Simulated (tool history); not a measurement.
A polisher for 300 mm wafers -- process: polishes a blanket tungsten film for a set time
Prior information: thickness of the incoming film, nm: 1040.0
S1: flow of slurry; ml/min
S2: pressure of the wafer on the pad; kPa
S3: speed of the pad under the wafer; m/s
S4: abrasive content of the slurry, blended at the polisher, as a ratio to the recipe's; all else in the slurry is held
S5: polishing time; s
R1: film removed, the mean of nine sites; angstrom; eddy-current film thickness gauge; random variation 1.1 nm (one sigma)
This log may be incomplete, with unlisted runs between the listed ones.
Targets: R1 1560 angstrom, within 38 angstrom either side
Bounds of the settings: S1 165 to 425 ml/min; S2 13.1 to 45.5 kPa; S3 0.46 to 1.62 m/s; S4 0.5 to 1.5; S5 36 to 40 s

| run | hour | S1 | S2 | S3 | S4 | S5 | R1 |
|---|---|---|---|---|---|---|---|
| 1 | 0 | 275 | 29 | 1.04 | 1 | 40 | 2156.7 |
| 2 | 6.2 | 275 | 32.4 | 1.04 | 1 | 40 | 2370.3 |
| 3 | 14.5 | 275 | 37.9 | 1.04 | 1 | 40 | 2680.2 |
| 4 | 18.5 | 275 | 35.9 | 1.04 | 1 | 40 | 2550.6 |
| 5 | 23.5 | 275 | 35.9 | 1.04 | 1 | 36 | 2295.2 |
| 6 | 24.9 | 275 | 35.9 | 1.04 | 0.9 | 36 | 2237.6 |
| 7 | 27.1 | 275 | 34.5 | 1.04 | 0.9 | 36 | 2189.6 |
| 8 | 31.8 | 275 | 33.1 | 1.04 | 0.9 | 36 | 2140.7 |
| 9 | 38.6 | 275 | 31.7 | 1.04 | 0.9 | 36 | 2065.8 |
| 10 | 46.3 | 275 | 30.3 | 1.04 | 0.9 | 36 | 1979.3 |
| 11 | 48 | 275 | 30.3 | 1.04 | 0.9 | 36 | 1958.7 |
| 12 | 55.3 | 275 | 29.6 | 1.04 | 0.9 | 36 | 1942.1 |
| 13 | 58.4 | 275 | 29 | 1.04 | 0.9 | 36 | 1869.4 |
| 14 | 63.2 | 275 | 28.3 | 1.04 | 0.9 | 36 | 1858.9 |
| 15 | 67.9 | 275 | 27.6 | 1.04 | 0.9 | 36 | 1828.4 |
| 16 | 76.7 | 275 | 26.9 | 1.04 | 0.9 | 36 | 1783.8 |
| 17 | 78.2 | 275 | 26.2 | 1.04 | 0.9 | 36 | 1762.9 |
| 18 | 81.5 | 275 | 26.2 | 1.04 | 0.9 | 36 | 1762.9 |
| 19 | 89.3 | 275 | 25.5 | 1.04 | 0.9 | 36 | 1727.2 |

4 next moves are on the table. One of them brings every result within its allowed miss. Which?
| A | 97.1 | 255 | 27.6 | 0.88 | 0.9 | 36 | ? |
| B | 97.1 | 355 | 24.1 | 0.86 | 1.15 | 36 | ? |
| C | 97.1 | 250 | 24.8 | 1.1 | 0.85 | 38 | ? |
| D | 97.1 | 275 | 22.8 | 0.98 | 0.9 | 36 | ? |

| move | R1 |
|---|---|
| A | 1548.7 |
| B | 1476.6 |
| C | 1851.2 |
| D | 1499.3 |
A: all results land within tolerance of their targets
B: pushes the last run's worst result past its target
C: its largest miss is bigger than the last run's
D: pushes the last run's worst result past its target
Go with A: it meets all targets.
